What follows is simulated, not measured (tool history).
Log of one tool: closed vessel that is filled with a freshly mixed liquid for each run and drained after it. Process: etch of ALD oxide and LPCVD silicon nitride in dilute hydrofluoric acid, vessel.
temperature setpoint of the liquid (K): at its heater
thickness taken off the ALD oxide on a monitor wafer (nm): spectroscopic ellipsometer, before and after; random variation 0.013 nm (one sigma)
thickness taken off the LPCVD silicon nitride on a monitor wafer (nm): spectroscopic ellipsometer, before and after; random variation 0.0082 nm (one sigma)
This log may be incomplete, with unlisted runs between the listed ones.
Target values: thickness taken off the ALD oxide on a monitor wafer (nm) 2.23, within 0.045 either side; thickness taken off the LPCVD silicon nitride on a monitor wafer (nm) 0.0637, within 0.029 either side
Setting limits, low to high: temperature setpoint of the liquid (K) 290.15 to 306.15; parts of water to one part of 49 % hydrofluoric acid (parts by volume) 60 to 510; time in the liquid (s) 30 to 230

| run | hour | temperature setpoint of the liquid (K) | parts of water to one part of 49 % hydrofluoric acid (parts by volume) | time in the liquid (s) | thickness taken off the ALD oxide on a monitor wafer (nm) | thickness taken off the LPCVD silicon nitride on a monitor wafer (nm) |
|---|---|---|---|---|---|---|
| 1 | 0 | 298.15 | 285 | 120 | 7.9315 | 0.21141 |
| 2 | 8.7 | 296.15 | 285 | 120 | 7.4564 | 0.24885 |
| 3 | 17.1 | 294.15 | 285 | 120 | 6.9202 | 0.16115 |
| 4 | 25.1 | 293.15 | 365 | 120 | 4.8724 | 0.1682 |
| 5 | 33.9 | 292.15 | 410 | 115 | 3.8193 | 0.12944 |
| 6 | 41.9 | 291.65 | 445 | 110 | 3.2218 | 0.099175 |
| 7 | 50.5 | 291.15 | 465 | 105 | 2.8559 | 0.078011 |
| 8 | 58 | 290.65 | 480 | 105 | 2.7054 | 0.093825 |
| 9 | 65.5 | 291.65 | 510 | 95 | 2.3253 | 0.078367 |

Which single option among these 5 for the next run brings every result within its allowed miss of target? Just one does.
| A | 73 | 291.65 | 510 | 100 | ? | ? |
| B | 73 | 290.15 | 320 | 55 | ? | ? |
| C | 73 | 291.15 | 510 | 105 | ? | ? |
| D | 73 | 290.15 | 370 | 65 | ? | ? |
| E | 73 | 290.15 | 380 | 65 | ? | ? |

| move | thickness taken off the ALD oxide on a monitor wafer (nm) | thickness taken off the LPCVD silicon nitride on a monitor wafer (nm) |
|---|---|---|
| A | 2.4678 | 0.065845 |
| B | 2.3792 | 0.051249 |
| C | 2.5478 | 0.067056 |
| D | 2.3356 | 0.052793 |
| E | 2.2563 | 0.05148 |
A: lands further from the targets than the last run did
B: lands further from the targets than the last run did
C: lands further from the targets than the last run did
D: lands further from the targets than the last run did
E: all results land within tolerance of their targets
So the answer is move E, the one that meets all the targets.
